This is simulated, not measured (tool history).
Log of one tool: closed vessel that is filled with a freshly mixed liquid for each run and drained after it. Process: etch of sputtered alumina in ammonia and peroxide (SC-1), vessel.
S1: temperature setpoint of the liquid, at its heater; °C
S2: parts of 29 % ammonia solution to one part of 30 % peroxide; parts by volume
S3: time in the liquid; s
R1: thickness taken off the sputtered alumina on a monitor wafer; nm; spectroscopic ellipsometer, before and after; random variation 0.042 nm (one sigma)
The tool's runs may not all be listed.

Run 1, hour 0.0: S1 55.0 °C, S2 0.50 parts by volume, S3 180 s. Result: R1 15.832 nm.
Run 2, hour 6.8: S1 55.0 °C, S2 0.60 parts by volume, S3 180 s. Result: R1 15.984 nm.
Run 3, hour 9.1: S1 55.0 °C, S2 0.45 parts by volume, S3 180 s. Result: R1 15.721 nm.
Run 4, hour 9.9: S1 55.0 °C, S2 0.45 parts by volume, S3 190 s. Result: R1 16.481 nm.
Run 5, hour 18.7: S1 59.5 °C, S2 0.45 parts by volume, S3 190 s. Result: R1 20.939 nm.
Run 6, hour 27.1: S1 57.0 °C, S2 0.45 parts by volume, S3 190 s. Result: R1 18.362 nm.
Run 7, hour 29.2: S1 55.5 °C, S2 0.45 parts by volume, S3 190 s. Result: R1 16.960 nm.
Run 8, hour 31.0: S1 54.5 °C, S2 0.45 parts by volume, S3 190 s. Result: R1 16.125 nm.
Run 9, hour 36.6: S1 53.5 °C, S2 0.45 parts by volume, S3 190 s. Result: R1 15.338 nm.
Run 10, hour 44.9: S1 52.5 °C, S2 0.45 parts by volume, S3 190 s. Result: R1 14.478 nm.
Run 11, hour 46.9: S1 52.0 °C, S2 0.45 parts by volume, S3 190 s. Result: R1 14.102 nm.

Run 12 comes next. What will it give?
Run 12, hour 48.1: S1 51.5 °C, S2 0.45 parts by volume, S3 190 s. Result: R1 ?.

R1: 13.796 nm

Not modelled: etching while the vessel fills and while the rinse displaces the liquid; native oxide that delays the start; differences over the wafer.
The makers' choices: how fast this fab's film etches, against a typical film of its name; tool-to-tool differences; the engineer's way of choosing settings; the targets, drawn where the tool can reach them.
